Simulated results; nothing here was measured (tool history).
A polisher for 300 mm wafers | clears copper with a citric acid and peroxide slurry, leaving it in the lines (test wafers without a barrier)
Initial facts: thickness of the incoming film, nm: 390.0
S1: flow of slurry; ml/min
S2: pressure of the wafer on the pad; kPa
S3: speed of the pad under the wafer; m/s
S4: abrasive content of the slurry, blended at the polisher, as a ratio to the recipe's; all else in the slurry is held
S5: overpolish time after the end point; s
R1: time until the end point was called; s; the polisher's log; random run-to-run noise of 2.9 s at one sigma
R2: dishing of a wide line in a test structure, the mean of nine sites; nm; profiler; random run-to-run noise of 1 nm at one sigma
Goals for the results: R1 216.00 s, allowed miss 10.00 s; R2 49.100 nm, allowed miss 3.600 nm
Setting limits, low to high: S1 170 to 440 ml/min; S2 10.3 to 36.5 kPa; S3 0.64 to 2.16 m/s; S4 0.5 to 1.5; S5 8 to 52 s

| run | hour | S1 | S2 | S3 | S4 | S5 | R1 | R2 |
|---|---|---|---|---|---|---|---|---|
| 1 | 0.0 | 280 | 23.4 | 1.40 | 1.0 | 26 | 138.29 | 53.412 |
| 2 | 7.4 | 280 | 23.4 | 1.16 | 1.0 | 26 | 162.40 | 44.412 |
| 3 | 16.3 | 280 | 23.4 | 1.16 | 1.0 | 18 | 166.94 | 31.231 |
| 4 | 19.2 | 240 | 23.4 | 1.16 | 1.0 | 18 | 169.22 | 33.417 |
| 5 | 23.3 | 240 | 23.4 | 1.16 | 1.0 | 11 | 166.55 | 20.964 |
| 6 | 24.1 | 240 | 22.8 | 1.14 | 1.0 | 15 | 174.02 | 26.011 |
| 7 | 32.7 | 240 | 22.1 | 1.14 | 1.0 | 18 | 178.03 | 29.895 |
| 8 | 40.1 | 240 | 21.4 | 1.14 | 1.0 | 20 | 185.06 | 31.664 |
| 9 | 44.7 | 240 | 20.7 | 1.14 | 1.0 | 22 | 187.21 | 33.810 |
| 10 | 45.7 | 240 | 15.9 | 1.12 | 1.0 | 35 | 256.73 | 39.624 |

Exactly one of the 4 candidate moves below puts every result within its allowed miss. Which one?
| A | 46.7 | 235 | 14.5 | 1.20 | 1.1 | 34 | ? | ? |
| B | 46.7 | 215 | 17.2 | 1.14 | 1.0 | 32 | ? | ? |
| C | 46.7 | 235 | 17.2 | 1.20 | 1.0 | 38 | ? | ? |
| D | 46.7 | 275 | 15.9 | 1.08 | 1.1 | 44 | ? | ? |

| move | R1 | R2 |
|---|---|---|
| A | 243.87 | 38.748 |
| B | 223.85 | 39.958 |
| C | 211.03 | 48.567 |
| D | 243.50 | 48.472 |
A: closes in on the targets versus the last run, not all within tolerance yet
B: gets the furthest-off result to its target, but another result is out of tolerance
C: every result lands within tolerance
D: closes in on the targets versus the last run, not all within tolerance yet
C meets every target.
